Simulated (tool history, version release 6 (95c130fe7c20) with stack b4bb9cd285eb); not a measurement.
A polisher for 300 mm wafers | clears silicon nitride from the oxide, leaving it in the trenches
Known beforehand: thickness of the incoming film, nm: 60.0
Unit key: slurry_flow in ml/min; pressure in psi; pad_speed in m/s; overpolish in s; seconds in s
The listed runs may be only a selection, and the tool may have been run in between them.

run,hour,slurry_flow,pressure,pad_speed,overpolish,seconds
1,0,305,2,1.24,30,61.472
2,7.2,305,1.9,1.24,30,64.329
3,9,305,2.4,1.24,30,52.778
4,17,305,2.3,1.22,30,53.705
5,23.8,305,2.6,1.22,30,48.969
6,26.8,370,2.6,1.22,30,47

Forecast run 7:
7,32.9,365,2,1.08,30,?

seconds: 68.961 s
